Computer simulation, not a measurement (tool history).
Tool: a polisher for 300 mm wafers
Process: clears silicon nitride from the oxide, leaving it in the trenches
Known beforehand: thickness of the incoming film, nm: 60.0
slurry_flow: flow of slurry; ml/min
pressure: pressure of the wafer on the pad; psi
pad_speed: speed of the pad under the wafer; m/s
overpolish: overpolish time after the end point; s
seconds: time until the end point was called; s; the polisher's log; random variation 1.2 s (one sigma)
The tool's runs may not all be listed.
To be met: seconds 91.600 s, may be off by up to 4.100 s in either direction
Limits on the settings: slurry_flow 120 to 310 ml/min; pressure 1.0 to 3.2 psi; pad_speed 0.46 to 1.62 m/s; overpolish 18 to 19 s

run,day,slurry_flow,pressure,pad_speed,overpolish,seconds
1,0.000,200,2.1,1.04,18,70.215
2,0.262,200,2.5,1.04,18,57.356
3,0.379,200,2.5,1.26,18,47.481
4,0.733,200,2.1,1.24,18,58.217
5,1.079,180,2.1,1.24,18,59.050
6,1.238,180,2.1,1.24,19,59.175
7,1.325,180,1.8,1.22,19,69.805
8,1.404,180,1.6,1.22,19,77.451
9,1.671,180,1.5,1.22,19,80.879
10,1.800,180,1.5,1.22,19,84.921

Of the 5 settings listed for the next run, only one would bring every result within its allowed miss of target. Which one?
A,1.929,225,1.6,1.00,19,?
B,1.929,185,1.8,1.10,19,?
C,1.929,165,1.4,1.40,18,?
D,1.929,165,1.7,1.26,18,?
E,1.929,175,1.6,1.24,19,?

move,seconds
A,92.178
B,77.135
C,79.142
D,72.807
E,77.593
A: every result within its allowed miss
B: further off than the last run
C: further off than the last run
D: further off than the last run
E: further off than the last run
A meets every target.
